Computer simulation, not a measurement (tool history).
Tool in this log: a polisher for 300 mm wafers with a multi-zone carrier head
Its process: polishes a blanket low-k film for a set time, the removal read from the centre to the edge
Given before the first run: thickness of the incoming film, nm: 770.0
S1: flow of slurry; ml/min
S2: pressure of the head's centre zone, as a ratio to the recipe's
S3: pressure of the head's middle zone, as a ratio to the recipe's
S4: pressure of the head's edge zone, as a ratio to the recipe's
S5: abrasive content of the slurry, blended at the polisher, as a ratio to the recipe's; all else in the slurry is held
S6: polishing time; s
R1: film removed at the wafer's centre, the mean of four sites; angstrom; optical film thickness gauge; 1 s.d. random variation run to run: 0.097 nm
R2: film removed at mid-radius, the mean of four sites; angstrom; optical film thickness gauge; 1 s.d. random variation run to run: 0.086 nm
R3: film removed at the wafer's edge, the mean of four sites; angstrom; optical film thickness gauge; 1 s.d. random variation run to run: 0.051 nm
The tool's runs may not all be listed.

run  hour   S1    S2    S3    S4    S5  S6       R1       R2      R3
  1   0.0  230  1.00  1.00  1.00  1.00  31  101.940  103.720  97.254
  2   3.2  230  1.00  1.00  0.95  1.00  31  100.590  102.440  96.156
  3   4.2  225  1.00  0.98  0.94  0.95  31   99.406   97.524  95.292
  4   8.6  225  1.00  0.98  0.86  0.95  31   99.207   97.850  91.381
  5  11.8  220  0.99  0.96  0.86  0.90  31   95.344   94.185  89.028
  6  12.7  215  0.98  0.94  0.86  0.85  31   90.094   91.067  87.188
  7  19.6  190  1.02  0.84  0.83  0.65  31   79.635   72.107  72.655
  8  28.3  200  1.01  0.84  0.85  0.65  31   79.502   72.877  74.062
  9  33.9  210  1.01  0.84  0.86  0.65  31   79.184   71.188  74.305
 10  39.5  215  1.01  0.85  0.87  0.65  31   80.179   74.530  73.462
 11  47.5  205  1.01  0.85  0.87  0.65  31   79.729   73.206  74.731
 12  50.1  205  1.01  0.85  0.89  0.65  31   81.353   73.034  75.071
 13  53.5  205  1.00  0.85  0.90  0.65  31   80.314   73.657  74.793

What will run 14 give?
 14  60.9  235  0.99  0.84  1.00  0.70  31   ?   ?   ?

{"run 14": {"R1": 81.784, "R2": 76.991, "R3": 81.37}}
